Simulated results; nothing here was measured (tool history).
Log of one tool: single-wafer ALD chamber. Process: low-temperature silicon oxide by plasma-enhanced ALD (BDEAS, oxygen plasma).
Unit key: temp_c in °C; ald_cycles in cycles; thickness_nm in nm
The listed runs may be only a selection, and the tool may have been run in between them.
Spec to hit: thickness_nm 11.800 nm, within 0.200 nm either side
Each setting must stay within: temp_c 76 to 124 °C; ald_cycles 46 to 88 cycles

Run 1, day 0.000: temp_c 100 °C, ald_cycles 67 cycles. Result: thickness_nm 10.653 nm.
Run 2, day 0.225: temp_c 93 °C, ald_cycles 67 cycles. Result: thickness_nm 10.801 nm.
Run 3, day 0.500: temp_c 98 °C, ald_cycles 67 cycles. Result: thickness_nm 10.731 nm.
Run 4, day 0.750: temp_c 96 °C, ald_cycles 69 cycles. Result: thickness_nm 11.095 nm.
At day 1.025: thermocouple changed; heater temperature recalibrated.
Run 5, day 1.025: temp_c 94 °C, ald_cycles 70 cycles. Result: thickness_nm 11.485 nm.
Run 6, day 1.171: temp_c 99 °C, ald_cycles 70 cycles. Result: thickness_nm 11.367 nm.
Run 7, day 1.454: temp_c 99 °C, ald_cycles 71 cycles. Result: thickness_nm 11.422 nm.
Run 8, day 1.600: temp_c 97 °C, ald_cycles 71 cycles. Result: thickness_nm 11.477 nm.

Which of these 5 next moves meets every target?
Run A, day 1.746: temp_c 93 °C, ald_cycles 72 cycles. Result: thickness_nm ?.
Run B, day 1.746: temp_c 91 °C, ald_cycles 74 cycles. Result: thickness_nm ?.
Run C, day 1.746: temp_c 95 °C, ald_cycles 67 cycles. Result: thickness_nm ?.
Run D, day 1.746: temp_c 104 °C, ald_cycles 70 cycles. Result: thickness_nm ?.
Run E, day 1.746: temp_c 91 °C, ald_cycles 66 cycles. Result: thickness_nm ?.

move  thickness_nm
   A        11.819
   B        12.223
   C        10.930
   D        11.169
   E        10.902
A: every result within its allowed miss
B: the result that was furthest off in the last run now lies on the other side of its target
C: moves away from the targets compared with the last run
D: moves away from the targets compared with the last run
E: moves away from the targets compared with the last run
Correct choice: A, which meets every target
